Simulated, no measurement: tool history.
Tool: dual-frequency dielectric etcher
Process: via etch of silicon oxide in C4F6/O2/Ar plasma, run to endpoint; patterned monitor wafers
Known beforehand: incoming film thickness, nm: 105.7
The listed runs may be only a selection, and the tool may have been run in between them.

| run | hour | bias power (kW) | source power (kW) | Ar flow (sccm) | endpoint time (s) |
|---|---|---|---|---|---|
| 1 | 0 | 0.543 | 0.41 | 371 | 23.639 |
| 2 | 6.3 | 0.588 | 0.42 | 367 | 23.135 |
| 3 | 15.1 | 0.621 | 0.45 | 360 | 21.951 |
| 4 | 18.5 | 0.537 | 0.45 | 360 | 23.287 |
| 5 | 23.6 | 0.492 | 0.45 | 360 | 24.05 |
| 6 | 27.6 | 0.492 | 0.38 | 360 | 25.49 |
| 7 | 33.9 | 0.562 | 0.4 | 358 | 23.659 |

Predict the results of run 8:
| 8 | 39.7 | 0.609 | 0.42 | 354 | ? |

Run 8 produced endpoint time (s) 22.768.

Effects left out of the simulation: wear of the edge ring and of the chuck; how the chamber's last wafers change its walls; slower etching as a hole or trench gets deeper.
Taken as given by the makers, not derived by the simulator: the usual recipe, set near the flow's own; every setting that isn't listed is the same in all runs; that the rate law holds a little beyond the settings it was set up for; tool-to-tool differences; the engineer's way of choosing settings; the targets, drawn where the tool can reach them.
